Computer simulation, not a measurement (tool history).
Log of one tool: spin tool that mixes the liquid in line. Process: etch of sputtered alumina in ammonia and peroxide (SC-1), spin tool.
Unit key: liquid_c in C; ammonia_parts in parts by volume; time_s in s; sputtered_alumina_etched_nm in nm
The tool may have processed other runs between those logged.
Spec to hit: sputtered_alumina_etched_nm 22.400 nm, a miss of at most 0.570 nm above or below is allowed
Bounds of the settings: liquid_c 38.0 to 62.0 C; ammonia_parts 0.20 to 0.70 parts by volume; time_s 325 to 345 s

run	hour	liquid_c	ammonia_parts	time_s	sputtered_alumina_etched_nm
1	0.0	46.0	0.40	325	14.531
2	6.5	46.0	0.50	325	14.741
3	8.8	47.0	0.50	325	15.921
4	14.7	47.0	0.50	345	16.355
5	15.3	47.0	0.60	345	17.036
6	17.6	47.0	0.55	345	16.775
7	21.2	47.5	0.55	345	17.206
8	28.8	48.0	0.55	345	17.640
9	32.8	48.5	0.55	345	18.195
10	41.5	49.0	0.55	345	18.968
11	49.4	49.5	0.55	345	19.482
12	51.4	50.0	0.55	345	19.873
13	53.2	50.5	0.55	345	20.267
14	56.3	51.5	0.55	345	21.673

Consider the 5 candidate settings below. Which is the only one whose results all fall within their allowed miss of target?
A	59.4	51.5	0.70	325	?
B	59.4	51.5	0.65	325	?
C	59.4	52.0	0.50	325	?
D	59.4	51.0	0.60	325	?
E	59.4	52.5	0.45	345	?

move	sputtered_alumina_etched_nm
A	20.517
B	20.373
C	20.418
D	19.675
E	22.048
A: moves away from the targets compared with the last run
B: moves away from the targets compared with the last run
C: moves away from the targets compared with the last run
D: moves away from the targets compared with the last run
E: each result inside its tolerance
The move that meets every target is E.

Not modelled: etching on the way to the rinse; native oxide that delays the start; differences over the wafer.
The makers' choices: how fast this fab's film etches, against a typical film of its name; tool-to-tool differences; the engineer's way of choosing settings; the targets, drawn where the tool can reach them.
